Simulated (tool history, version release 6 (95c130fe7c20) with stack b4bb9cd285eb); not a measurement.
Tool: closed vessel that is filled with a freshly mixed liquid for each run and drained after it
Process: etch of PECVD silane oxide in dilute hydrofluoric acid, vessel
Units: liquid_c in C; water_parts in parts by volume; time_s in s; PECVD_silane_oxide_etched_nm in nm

| run | hour | liquid_c | water_parts | time_s | PECVD_silane_oxide_etched_nm |
|---|---|---|---|---|---|
| 1 | 0 | 26 | 45 | 90 | 66.755 |
| 2 | 6.4 | 25 | 45 | 90 | 64.89 |
| 3 | 13.4 | 24.5 | 45 | 90 | 62.644 |
| 4 | 17.5 | 24 | 45 | 90 | 61.873 |
| 5 | 24.8 | 26.5 | 45 | 90 | 68.816 |
| 6 | 29.3 | 30 | 45 | 90 | 78.501 |
| 7 | 32.3 | 28 | 45 | 90 | 72.012 |
| 8 | 38.3 | 26.5 | 45 | 90 | 67.923 |
| 9 | 44.8 | 25.5 | 45 | 90 | 65.473 |
| 10 | 53.3 | 25 | 45 | 90 | 64.326 |
| 11 | 57.2 | 24.5 | 45 | 90 | 62.103 |

Forecast run 12:
| 12 | 62.7 | 24 | 45 | 90 | ? |

Run 12 gave PECVD_silane_oxide_etched_nm 61.384 nm.
